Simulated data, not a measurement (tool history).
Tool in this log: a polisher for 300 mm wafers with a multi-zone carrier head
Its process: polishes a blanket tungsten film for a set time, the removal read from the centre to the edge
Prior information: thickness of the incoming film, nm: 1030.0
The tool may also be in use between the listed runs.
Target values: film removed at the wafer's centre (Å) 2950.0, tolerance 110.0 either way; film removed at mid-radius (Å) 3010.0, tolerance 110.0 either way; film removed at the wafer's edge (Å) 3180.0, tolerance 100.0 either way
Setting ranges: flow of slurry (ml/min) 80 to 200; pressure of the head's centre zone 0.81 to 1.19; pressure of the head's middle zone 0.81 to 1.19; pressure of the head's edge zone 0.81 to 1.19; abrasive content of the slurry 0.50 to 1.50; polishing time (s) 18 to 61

run	hour	flow of slurry (ml/min)	pressure of the head's centre zone	pressure of the head's middle zone	pressure of the head's edge zone	abrasive content of the slurry	polishing time (s)	film removed at the wafer's centre (Å)	film removed at mid-radius (Å)	film removed at the wafer's edge (Å)
1	0.0	130	1.00	1.00	1.00	1.00	39	2542.2	2418.8	2404.8
2	4.5	135	0.99	1.00	1.02	1.05	39	2596.2	2463.5	2508.8
3	13.2	135	0.99	1.00	1.02	1.05	45	2978.6	2885.1	2856.4
4	16.8	135	0.98	1.00	1.03	1.05	45	2966.0	2898.0	2897.9
5	18.3	135	0.98	1.00	1.03	0.90	45	2792.7	2777.1	2800.7
6	19.1	135	0.98	0.96	1.03	0.90	45	2860.8	2673.2	2784.0
7	25.5	140	0.97	0.96	1.04	0.90	45	2829.1	2699.1	2808.5
8	26.2	145	0.97	0.96	1.05	0.90	45	2851.0	2740.8	2815.6
9	28.6	145	0.97	0.96	1.06	0.90	45	2814.5	2719.1	2808.8

Which of these 5 next moves meets every target?
A	31.0	200	1.02	1.06	1.07	1.05	39	?	?	?
B	31.0	175	1.05	0.98	0.97	0.90	39	?	?	?
C	31.0	170	1.05	0.93	1.06	0.85	40	?	?	?
D	31.0	140	0.90	0.93	1.04	0.70	55	?	?	?
E	31.0	200	1.12	1.19	0.83	1.05	36	?	?	?

move	film removed at the wafer's centre (Å)	film removed at mid-radius (Å)	film removed at the wafer's edge (Å)
A	2958.8	2752.8	2688.0
B	2835.6	2429.2	2407.8
C	2839.5	2346.3	2524.6
D	3006.7	2918.8	3141.4
E	3003.3	2766.8	2199.1
A: moves away from the targets compared with the last run
B: moves away from the targets compared with the last run
C: moves away from the targets compared with the last run
D: all results land within tolerance of their targets
E: moves away from the targets compared with the last run
Correct choice: D, which meets every target
